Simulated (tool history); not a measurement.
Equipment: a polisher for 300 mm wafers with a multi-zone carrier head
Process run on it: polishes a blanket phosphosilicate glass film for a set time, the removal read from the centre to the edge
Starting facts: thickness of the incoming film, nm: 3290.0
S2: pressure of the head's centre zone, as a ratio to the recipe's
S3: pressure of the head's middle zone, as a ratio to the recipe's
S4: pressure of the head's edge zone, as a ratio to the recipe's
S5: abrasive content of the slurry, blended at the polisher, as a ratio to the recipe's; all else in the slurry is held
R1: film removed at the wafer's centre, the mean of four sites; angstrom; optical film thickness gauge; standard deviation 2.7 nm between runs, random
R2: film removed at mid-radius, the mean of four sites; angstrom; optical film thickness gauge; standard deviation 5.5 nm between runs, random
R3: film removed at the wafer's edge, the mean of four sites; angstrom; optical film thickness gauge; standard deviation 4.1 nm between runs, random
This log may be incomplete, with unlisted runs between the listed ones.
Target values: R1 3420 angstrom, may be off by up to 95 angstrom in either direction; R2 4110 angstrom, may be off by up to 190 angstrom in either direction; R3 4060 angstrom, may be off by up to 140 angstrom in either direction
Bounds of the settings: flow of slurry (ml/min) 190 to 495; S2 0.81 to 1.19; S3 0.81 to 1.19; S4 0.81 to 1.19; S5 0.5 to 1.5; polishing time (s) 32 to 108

run 1 hour=0 | flow_of_slurry_(ml/min)=320 S2=1 S3=1 S4=1 S5=1 polishing_time_(s)=70 | R1=6193.1 R2=6254.6 R3=6005.9
run 2 hour=2.5 | flow_of_slurry_(ml/min)=320 S2=1 S3=1.04 S4=1 S5=1 polishing_time_(s)=70 | R1=6151.4 R2=6166.3 R3=6031.2
run 3 hour=11.4 | flow_of_slurry_(ml/min)=275 S2=1 S3=1.04 S4=1 S5=1 polishing_time_(s)=70 | R1=6079.9 R2=6129.5 R3=5971
run 4 hour=15.3 | flow_of_slurry_(ml/min)=275 S2=0.95 S3=1.04 S4=1 S5=1 polishing_time_(s)=70 | R1=5728.3 R2=6205.9 R3=5874.9
run 5 hour=17.8 | flow_of_slurry_(ml/min)=275 S2=0.95 S3=1.04 S4=1.04 S5=1 polishing_time_(s)=70 | R1=5832.1 R2=6226.7 R3=6009.8
run 6 hour=26.6 | flow_of_slurry_(ml/min)=320 S2=0.95 S3=1.04 S4=1.04 S5=1 polishing_time_(s)=70 | R1=5924.5 R2=6393.9 R3=6040.6
run 7 hour=34.9 | flow_of_slurry_(ml/min)=280 S2=0.91 S3=1.01 S4=1.06 S5=0.85 polishing_time_(s)=67 | R1=4851.7 R2=5258.6 R3=5456.9
-- hour=42.1 worn pad replaced by a new one
run 8 hour=42.1 | flow_of_slurry_(ml/min)=290 S2=0.89 S3=1.02 S4=1.01 S5=0.75 polishing_time_(s)=66 | R1=4725.9 R2=5161.1 R3=5098.5
run 9 hour=42.8 | flow_of_slurry_(ml/min)=280 S2=0.87 S3=1.04 S4=1.02 S5=0.7 polishing_time_(s)=63 | R1=4154.3 R2=4912.3 R3=4630.2
run 10 hour=46.6 | flow_of_slurry_(ml/min)=265 S2=0.86 S3=1.03 S4=1.02 S5=0.65 polishing_time_(s)=62 | R1=3825.3 R2=4519.4 R3=4397

Exercise: of the 4 proposed moves below, exactly one satisfies all targets within the stated allowed misses. Which move is it?
run A hour=50.4 | flow_of_slurry_(ml/min)=210 S2=1.02 S3=1.05 S4=0.96 S5=0.85 polishing_time_(s)=50 | R1=? R2=? R3=?
run B hour=50.4 | flow_of_slurry_(ml/min)=190 S2=0.86 S3=1.06 S4=1.09 S5=0.65 polishing_time_(s)=57 | R1=? R2=? R3=?
run C hour=50.4 | flow_of_slurry_(ml/min)=260 S2=0.85 S3=0.96 S4=1.08 S5=0.65 polishing_time_(s)=67 | R1=? R2=? R3=?
run D hour=50.4 | flow_of_slurry_(ml/min)=280 S2=0.87 S3=1.09 S4=0.87 S5=0.7 polishing_time_(s)=66 | R1=? R2=? R3=?

move=A R1=4238.8 R2=4295.6 R3=4092.3
move=B R1=3426.6 R2=4164.8 R3=4131.4
move=C R1=4103.8 R2=4630.7 R3=4948.7
move=D R1=4372.2 R2=5359 R3=4744.3
A: further off than the last run
B: in spec on every target
C: further off than the last run
D: further off than the last run
Answer: B

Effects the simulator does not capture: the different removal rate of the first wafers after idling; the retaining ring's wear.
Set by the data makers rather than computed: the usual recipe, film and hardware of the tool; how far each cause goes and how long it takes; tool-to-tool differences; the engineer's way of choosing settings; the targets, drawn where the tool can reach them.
